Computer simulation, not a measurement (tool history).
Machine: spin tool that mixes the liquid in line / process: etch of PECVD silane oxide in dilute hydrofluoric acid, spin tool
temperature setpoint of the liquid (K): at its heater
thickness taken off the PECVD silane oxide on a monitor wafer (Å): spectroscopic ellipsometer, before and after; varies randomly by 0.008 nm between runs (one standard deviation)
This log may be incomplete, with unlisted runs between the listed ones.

| run | hour | temperature setpoint of the liquid (K) | parts of water to one part of 49 % hydrofluoric acid (parts by volume) | time under the liquid (s) | thickness taken off the PECVD silane oxide on a monitor wafer (Å) |
|---|---|---|---|---|---|
| 1 | 0.0 | 295.15 | 150 | 20 | 21.034 |
| 2 | 8.8 | 295.15 | 100 | 20 | 33.181 |
| 3 | 12.0 | 295.15 | 145 | 20 | 21.811 |
| 4 | 15.7 | 295.15 | 145 | 15 | 16.434 |
| 5 | 18.4 | 295.15 | 145 | 20 | 21.765 |
| 6 | 23.2 | 297.15 | 145 | 20 | 23.503 |

Expected results for the next run?
| 7 | 29.2 | 295.15 | 155 | 20 | ? |

{"run 7": {"thickness taken off the PECVD silane oxide on a monitor wafer (Å)": 20.126}}
